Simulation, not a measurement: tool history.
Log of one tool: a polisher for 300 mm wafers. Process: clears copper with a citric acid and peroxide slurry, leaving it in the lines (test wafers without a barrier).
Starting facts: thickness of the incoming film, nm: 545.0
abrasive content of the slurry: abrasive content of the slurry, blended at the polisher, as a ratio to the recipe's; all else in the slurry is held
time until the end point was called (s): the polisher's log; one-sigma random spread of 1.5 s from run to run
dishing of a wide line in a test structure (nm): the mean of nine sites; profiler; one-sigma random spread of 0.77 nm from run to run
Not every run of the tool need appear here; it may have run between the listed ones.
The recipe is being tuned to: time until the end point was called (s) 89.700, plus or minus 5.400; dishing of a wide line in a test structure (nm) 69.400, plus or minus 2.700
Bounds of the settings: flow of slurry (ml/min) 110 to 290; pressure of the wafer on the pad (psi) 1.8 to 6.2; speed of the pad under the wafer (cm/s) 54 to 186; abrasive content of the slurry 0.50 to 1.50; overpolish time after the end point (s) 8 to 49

run,hour,flow of slurry (ml/min),pressure of the wafer on the pad (psi),speed of the pad under the wafer (cm/s),abrasive content of the slurry,overpolish time after the end point (s),time until the end point was called (s),dishing of a wide line in a test structure (nm)
1,0.0,185,4.0,118,1.00,25,159.510,47.495
2,4.7,205,4.0,118,1.00,25,154.740,47.052
3,13.1,210,4.5,118,1.00,25,143.480,50.200
4,19.8,210,4.9,124,1.00,25,129.280,53.631
5,27.5,210,5.2,130,1.00,25,116.330,56.960
6,29.6,210,5.2,130,1.20,25,111.630,58.595
7,35.6,210,5.4,132,1.20,25,105.720,59.824
8,36.3,210,5.6,134,1.20,25,101.950,63.082
9,41.3,210,5.7,134,1.20,25,101.290,61.727
10,44.9,210,5.8,136,1.20,25,98.840,62.692

Consider the 5 candidate settings below. Which is the only one whose results all fall within their allowed miss of target?
A,48.5,245,5.4,134,1.15,21,?,?
B,48.5,190,6.1,146,1.50,18,?,?
C,48.5,150,6.2,142,1.35,19,?,?
D,48.5,265,6.0,114,1.20,21,?,?
E,48.5,240,5.1,160,1.25,29,?,?

move,time until the end point was called (s),dishing of a wide line in a test structure (nm)
A,102.250,54.774
B,81.591,57.392
C,87.862,56.826
D,107.520,53.564
E,88.382,68.064
A: further off than the last run
B: further off than the last run
C: further off than the last run
D: further off than the last run
E: in spec on every target
Move E is the one to make.

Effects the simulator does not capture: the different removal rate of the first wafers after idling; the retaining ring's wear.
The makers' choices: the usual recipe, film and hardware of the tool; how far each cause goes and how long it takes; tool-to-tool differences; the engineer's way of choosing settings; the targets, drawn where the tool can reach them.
